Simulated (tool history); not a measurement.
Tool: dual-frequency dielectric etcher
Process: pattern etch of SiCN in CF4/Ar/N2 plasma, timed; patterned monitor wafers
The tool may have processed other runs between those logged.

run    day  source power (W)  bias power (W)  Ar flow (sccm)  CF4 flow (sccm)  etch time (s)  mean etch depth across the wafer (Å)
  1  0.000               460              57              82               80          197.5                                1694.2
  2  0.167               440              55              83               79          197.5                                1595.5
  3  0.525               440              55              69               79          197.5                                1625.4
  4  0.567               440              55              69               79          205.5                                1684.5
  5  0.938               420              53              69               78          204.5                                1574.8
  6  1.017               420              59              69               78          204.5                                1640.4
  7  1.283               400              57              69               77          204.0                                1535.1
  8  1.525               380              56              69               76          203.5                                1428.1
  9  1.775               370              55              69               76          203.5                                1386.5
 10  1.954               360              54              69               76          203.5                                1344.3
 11  2.267               350              54              69               76          203.5                                1301.4

Run 12 is up next; what results do you expect?
 12  2.438               340              54              69               76          203.5                                     ?

mean etch depth across the wafer (Å): 1255.7
